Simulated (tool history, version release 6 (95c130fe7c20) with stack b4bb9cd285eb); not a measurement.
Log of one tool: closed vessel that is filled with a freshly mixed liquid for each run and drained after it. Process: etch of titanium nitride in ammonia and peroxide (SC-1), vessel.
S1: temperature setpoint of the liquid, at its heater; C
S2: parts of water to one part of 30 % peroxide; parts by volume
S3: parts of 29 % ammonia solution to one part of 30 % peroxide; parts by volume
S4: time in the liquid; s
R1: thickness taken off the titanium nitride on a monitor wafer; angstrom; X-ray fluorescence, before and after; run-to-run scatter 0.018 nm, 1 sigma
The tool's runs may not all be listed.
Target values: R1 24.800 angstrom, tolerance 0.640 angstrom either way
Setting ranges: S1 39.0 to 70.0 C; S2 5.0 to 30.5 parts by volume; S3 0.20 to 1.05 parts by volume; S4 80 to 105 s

Run 1, hour 0.0: S1 55.0 C, S2 17.0 parts by volume, S3 0.55 parts by volume, S4 105 s. Result: R1 68.365 angstrom.
Run 2, hour 8.1: S1 50.5 C, S2 17.0 parts by volume, S3 0.55 parts by volume, S4 105 s. Result: R1 49.732 angstrom.
Run 3, hour 9.2: S1 47.5 C, S2 17.0 parts by volume, S3 0.55 parts by volume, S4 105 s. Result: R1 40.648 angstrom.
Run 4, hour 15.8: S1 47.5 C, S2 17.0 parts by volume, S3 0.55 parts by volume, S4 105 s. Result: R1 41.353 angstrom.
Run 5, hour 24.6: S1 45.0 C, S2 17.0 parts by volume, S3 0.55 parts by volume, S4 105 s. Result: R1 34.132 angstrom.
Run 6, hour 32.1: S1 45.0 C, S2 14.5 parts by volume, S3 0.55 parts by volume, S4 105 s. Result: R1 37.433 angstrom.
Run 7, hour 35.3: S1 43.0 C, S2 14.5 parts by volume, S3 0.55 parts by volume, S4 105 s. Result: R1 32.322 angstrom.
Run 8, hour 41.5: S1 39.0 C, S2 14.5 parts by volume, S3 0.55 parts by volume, S4 105 s. Result: R1 23.935 angstrom.

5 next moves are on the table. One of them brings every result within its allowed miss. Which?
Run A, hour 47.7: S1 39.0 C, S2 10.0 parts by volume, S3 0.45 parts by volume, S4 85 s. Result: R1 ?.
Run B, hour 47.7: S1 39.0 C, S2 12.5 parts by volume, S3 0.55 parts by volume, S4 100 s. Result: R1 ?.
Run C, hour 47.7: S1 40.0 C, S2 12.5 parts by volume, S3 0.50 parts by volume, S4 85 s. Result: R1 ?.
Run D, hour 47.7: S1 39.0 C, S2 15.5 parts by volume, S3 0.50 parts by volume, S4 105 s. Result: R1 ?.
Run E, hour 47.7: S1 41.5 C, S2 15.0 parts by volume, S3 0.60 parts by volume, S4 85 s. Result: R1 ?.

move      R1
   A  23.083
   B  25.003
   C  22.510
   D  22.974
   E  23.547
A: further off than the last run
B: all results in spec
C: further off than the last run
D: further off than the last run
E: further off than the last run
The right move is B.
